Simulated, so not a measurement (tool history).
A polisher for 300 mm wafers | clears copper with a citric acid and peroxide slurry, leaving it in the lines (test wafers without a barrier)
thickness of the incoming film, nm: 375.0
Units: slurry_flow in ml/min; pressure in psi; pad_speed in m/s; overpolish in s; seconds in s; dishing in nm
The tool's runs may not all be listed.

run  hour  slurry_flow  pressure  pad_speed  slurry_solids  overpolish  seconds  dishing
  1     0          255       2.5       1.42              1          11   122.09   21.649
  2   0.9          255       2.5       1.42              1          15   121.33   26.812
  3   6.8          255       2.5       1.42              1          12   124.72   22.455
  4  11.8          255       2.7       1.44              1          11    113.2   22.867
  5  16.8          255       2.8       1.46              1          10   108.11   21.916
  6  20.7          255       3.1       1.46              1          10   97.254   23.431
  7  26.3          255       3.2       1.48              1           9   95.168   23.092
  8  34.5          265       3.9       1.76           1.05           3   63.619   12.141

The next listed run, before its measurement:
  9  41.3          265       3.9       1.76           1.05           4        ?        ?

{"run 9": {"seconds": 64.465, "dishing": 15.823}}
